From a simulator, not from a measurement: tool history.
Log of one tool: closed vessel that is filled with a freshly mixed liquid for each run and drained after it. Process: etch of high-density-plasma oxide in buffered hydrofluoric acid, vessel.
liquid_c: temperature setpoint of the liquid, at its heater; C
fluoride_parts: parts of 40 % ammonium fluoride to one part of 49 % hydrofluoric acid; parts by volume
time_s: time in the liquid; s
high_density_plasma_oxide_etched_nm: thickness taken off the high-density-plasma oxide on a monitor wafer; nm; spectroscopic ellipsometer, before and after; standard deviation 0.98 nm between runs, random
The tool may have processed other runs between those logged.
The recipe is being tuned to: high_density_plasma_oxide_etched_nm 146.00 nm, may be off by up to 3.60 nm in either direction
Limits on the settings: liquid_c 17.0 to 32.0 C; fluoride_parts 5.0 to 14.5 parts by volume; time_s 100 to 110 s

run,day,liquid_c,fluoride_parts,time_s,high_density_plasma_oxide_etched_nm
1,0.000,24.0,9.0,100,128.77
2,0.188,27.0,9.0,100,151.85
3,0.562,23.5,9.0,100,123.61
4,0.892,23.5,10.5,100,111.28
5,1.150,23.5,10.5,110,122.02
6,1.350,24.0,10.5,110,124.74
7,1.650,24.5,10.5,110,128.80
8,1.988,25.0,10.5,110,134.11

Of the 5 settings listed for the next run, only one would bring every result within its allowed miss of target. Which one?
A,2.325,23.5,10.5,110,?
B,2.325,22.0,7.5,110,?
C,2.325,23.5,10.0,110,?
D,2.325,23.5,8.5,110,?
E,2.325,24.5,10.0,100,?

move,high_density_plasma_oxide_etched_nm
A,123.09
B,154.76
C,129.07
D,146.75
E,123.91
A: moves away from the targets compared with the last run
B: carries the result that was furthest off beyond its target, to the other side
C: moves away from the targets compared with the last run
D: all results land within tolerance of their targets
E: moves away from the targets compared with the last run
Go with D: it meets all targets.
